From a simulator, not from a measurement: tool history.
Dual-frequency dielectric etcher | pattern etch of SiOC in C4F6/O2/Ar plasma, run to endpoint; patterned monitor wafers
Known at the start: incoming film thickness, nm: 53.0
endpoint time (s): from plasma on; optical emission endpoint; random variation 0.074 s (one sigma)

Run 1, hour 0: bias power (W) 581, source power (W) 240. Result: endpoint time (s) 18.75.
Run 2, hour 4.4: bias power (W) 551, source power (W) 240. Result: endpoint time (s) 19.306.
Run 3, hour 5.2: bias power (W) 606, source power (W) 240. Result: endpoint time (s) 18.639.
Run 4, hour 8.8: bias power (W) 573, source power (W) 230. Result: endpoint time (s) 19.204.
Run 5, hour 12.4: bias power (W) 547, source power (W) 230. Result: endpoint time (s) 19.706.
Run 6, hour 16.9: bias power (W) 547, source power (W) 210. Result: endpoint time (s) 20.44.
Run 7, hour 19.3: bias power (W) 535, source power (W) 210. Result: endpoint time (s) 20.67.
Run 8, hour 28: bias power (W) 526, source power (W) 210. Result: endpoint time (s) 20.747.

Forecast run 9:
Run 9, hour 32.7: bias power (W) 464, source power (W) 200. Result: endpoint time (s) ?.

{"run 9": {"endpoint time (s)": 22.435}}
